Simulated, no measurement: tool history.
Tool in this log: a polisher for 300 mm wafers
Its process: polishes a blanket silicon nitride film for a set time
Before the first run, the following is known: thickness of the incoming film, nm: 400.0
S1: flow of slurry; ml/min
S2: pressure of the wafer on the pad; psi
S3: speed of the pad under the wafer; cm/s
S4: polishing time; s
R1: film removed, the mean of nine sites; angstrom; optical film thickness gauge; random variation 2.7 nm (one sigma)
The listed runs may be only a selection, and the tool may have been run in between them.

| run | day | S1 | S2 | S3 | S4 | R1 |
|---|---|---|---|---|---|---|
| 1 | 0.000 | 215 | 3.8 | 122 | 83 | 1600.3 |
| 2 | 0.125 | 215 | 4.1 | 122 | 83 | 1666.0 |
| 3 | 0.475 | 265 | 4.1 | 122 | 83 | 1736.4 |
| 4 | 0.554 | 265 | 4.1 | 122 | 83 | 1703.7 |
| 5 | 0.654 | 265 | 4.4 | 122 | 83 | 1843.7 |
| 6 | 0.992 | 265 | 3.9 | 122 | 83 | 1619.1 |

Forecast run 7:
| 7 | 1.221 | 265 | 4.2 | 122 | 83 | ? |

R1: 1775.8 angstrom
